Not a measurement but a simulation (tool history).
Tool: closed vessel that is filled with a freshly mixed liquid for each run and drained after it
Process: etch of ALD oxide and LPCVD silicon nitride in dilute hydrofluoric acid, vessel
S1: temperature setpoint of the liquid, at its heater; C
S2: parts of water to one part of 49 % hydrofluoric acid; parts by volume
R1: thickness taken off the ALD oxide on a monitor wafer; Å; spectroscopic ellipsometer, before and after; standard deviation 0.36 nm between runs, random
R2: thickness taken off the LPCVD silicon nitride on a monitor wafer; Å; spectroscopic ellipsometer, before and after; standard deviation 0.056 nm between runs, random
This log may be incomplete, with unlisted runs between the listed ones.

run 1 hour=0 | S1=24 S2=250 time_in_the_liquid_(s)=1255 | R1=524.21 R2=24.123
run 2 hour=4.9 | S1=24 S2=310 time_in_the_liquid_(s)=1255 | R1=399.65 R2=19.708
run 3 hour=11.8 | S1=24 S2=310 time_in_the_liquid_(s)=1445 | R1=459.14 R2=22.181
run 4 hour=19.6 | S1=24 S2=240 time_in_the_liquid_(s)=1445 | R1=642.79 R2=28.744
run 5 hour=21.8 | S1=24 S2=240 time_in_the_liquid_(s)=910 | R1=398.53 R2=17.881
run 6 hour=27.5 | S1=24.5 S2=220 time_in_the_liquid_(s)=900 | R1=449.85 R2=20.286
run 7 hour=29.9 | S1=24.5 S2=205 time_in_the_liquid_(s)=890 | R1=485.56 R2=20.919
run 8 hour=38.7 | S1=25 S2=195 time_in_the_liquid_(s)=880 | R1=514.55 R2=22.878
run 9 hour=41.2 | S1=25 S2=180 time_in_the_liquid_(s)=865 | R1=566.17 R2=24.308
run 10 hour=43.1 | S1=25.5 S2=170 time_in_the_liquid_(s)=850 | R1=601.17 R2=25.907

Run 11 has not been measured yet. What should we expect?
run 11 hour=51.7 | S1=25.5 S2=160 time_in_the_liquid_(s)=835 | R1=? R2=?

Run 11 measured R1 638.89 Å, R2 27.096 Å.
